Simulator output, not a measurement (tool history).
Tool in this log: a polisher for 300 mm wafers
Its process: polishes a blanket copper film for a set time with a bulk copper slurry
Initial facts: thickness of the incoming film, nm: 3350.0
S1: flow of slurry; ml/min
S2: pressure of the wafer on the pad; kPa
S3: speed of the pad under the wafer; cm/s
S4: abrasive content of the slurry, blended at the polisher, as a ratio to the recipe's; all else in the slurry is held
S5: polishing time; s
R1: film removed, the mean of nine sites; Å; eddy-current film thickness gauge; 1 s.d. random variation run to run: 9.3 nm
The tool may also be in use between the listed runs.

Run 1, hour 0.0: S1 150 ml/min, S2 20.7 kPa, S3 140 cm/s, S4 1.0, S5 37 s. Result: R1 4067.1 Å.
Run 2, hour 4.8: S1 150 ml/min, S2 24.1 kPa, S3 142 cm/s, S4 1.0, S5 37 s. Result: R1 4626.3 Å.
Run 3, hour 8.7: S1 150 ml/min, S2 20.0 kPa, S3 142 cm/s, S4 1.0, S5 37 s. Result: R1 4025.9 Å.
Run 4, hour 13.2: S1 185 ml/min, S2 20.0 kPa, S3 142 cm/s, S4 1.0, S5 37 s. Result: R1 4157.8 Å.
Run 5, hour 15.5: S1 185 ml/min, S2 23.4 kPa, S3 148 cm/s, S4 1.0, S5 37 s. Result: R1 4915.3 Å.
Run 6, hour 16.1: S1 185 ml/min, S2 23.4 kPa, S3 148 cm/s, S4 1.0, S5 37 s. Result: R1 5054.0 Å.
Run 7, hour 16.9: S1 190 ml/min, S2 26.2 kPa, S3 150 cm/s, S4 1.0, S5 37 s. Result: R1 5404.8 Å.
Run 8, hour 19.7: S1 190 ml/min, S2 27.6 kPa, S3 156 cm/s, S4 1.0, S5 37 s. Result: R1 5926.3 Å.
Run 9, hour 23.3: S1 190 ml/min, S2 29.0 kPa, S3 160 cm/s, S4 1.0, S5 37 s. Result: R1 6324.7 Å.

What will run 10 give?
Run 10, hour 27.3: S1 190 ml/min, S2 29.6 kPa, S3 162 cm/s, S4 1.0, S5 37 s. Result: R1 ?.

R1: 6438.2 Å
